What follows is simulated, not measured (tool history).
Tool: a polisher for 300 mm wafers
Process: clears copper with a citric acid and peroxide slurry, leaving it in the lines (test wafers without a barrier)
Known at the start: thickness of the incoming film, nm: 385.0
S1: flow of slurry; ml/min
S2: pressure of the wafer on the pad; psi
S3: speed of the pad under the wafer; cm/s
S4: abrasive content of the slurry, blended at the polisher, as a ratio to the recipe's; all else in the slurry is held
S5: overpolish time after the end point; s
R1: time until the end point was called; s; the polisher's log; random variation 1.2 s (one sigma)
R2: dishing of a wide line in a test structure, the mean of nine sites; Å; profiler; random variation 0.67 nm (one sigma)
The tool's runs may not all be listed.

run 1 hour=0.0 | S1=125 S2=2.5 S3=142 S4=1.0 S5=14 | R1=145.42 R2=284.02
run 2 hour=1.8 | S1=125 S2=2.5 S3=158 S4=1.0 S5=14 | R1=133.60 R2=315.96
run 3 hour=9.8 | S1=135 S2=2.6 S3=158 S4=1.0 S5=13 | R1=125.95 R2=292.59
run 4 hour=12.1 | S1=115 S2=2.6 S3=158 S4=1.0 S5=13 | R1=130.22 R2=300.85
run 5 hour=13.9 | S1=125 S2=2.7 S3=158 S4=1.0 S5=13 | R1=123.09 R2=310.84
run 6 hour=19.1 | S1=125 S2=2.7 S3=158 S4=0.8 S5=13 | R1=126.49 R2=300.07

Run 7 comes next. What will it give?
run 7 hour=20.1 | S1=130 S2=2.8 S3=158 S4=0.8 S5=13 | R1=? R2=?

Run 7 gave R1 123.12 s, R2 318.81 Å.
